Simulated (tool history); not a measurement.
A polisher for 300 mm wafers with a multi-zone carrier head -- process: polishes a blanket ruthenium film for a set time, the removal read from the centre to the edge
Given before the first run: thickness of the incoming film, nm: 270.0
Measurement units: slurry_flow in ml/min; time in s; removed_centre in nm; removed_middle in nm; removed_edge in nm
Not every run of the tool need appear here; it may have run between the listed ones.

| run | hour | slurry_flow | centre_zone | middle_zone | edge_zone | time | removed_centre | removed_middle | removed_edge |
|---|---|---|---|---|---|---|---|---|---|
| 1 | 0 | 260 | 1 | 1 | 1 | 63 | 89.409 | 86.972 | 86.229 |
| 2 | 5.5 | 260 | 1 | 0.91 | 1 | 63 | 89.5 | 82.406 | 86.782 |
| 3 | 8.8 | 260 | 1 | 0.91 | 0.93 | 63 | 88.918 | 83.552 | 83.66 |
| 4 | 11.3 | 265 | 1.02 | 0.94 | 0.93 | 64 | 93.24 | 87.65 | 86.229 |
| 5 | 12 | 265 | 1.02 | 0.86 | 0.93 | 64 | 93.632 | 80.557 | 83.823 |
| 6 | 20 | 265 | 1.1 | 0.86 | 0.93 | 64 | 100.09 | 80.392 | 85.878 |
| 7 | 21.2 | 275 | 1.11 | 0.9 | 0.92 | 64 | 101.6 | 84.099 | 85.031 |

Run 8 is up next; what results do you expect?
| 8 | 26.7 | 280 | 1.12 | 0.93 | 0.92 | 65 | ? | ? | ? |

{"run 8": {"removed_centre": 103.17, "removed_middle": 85.121, "removed_edge": 85.507}}
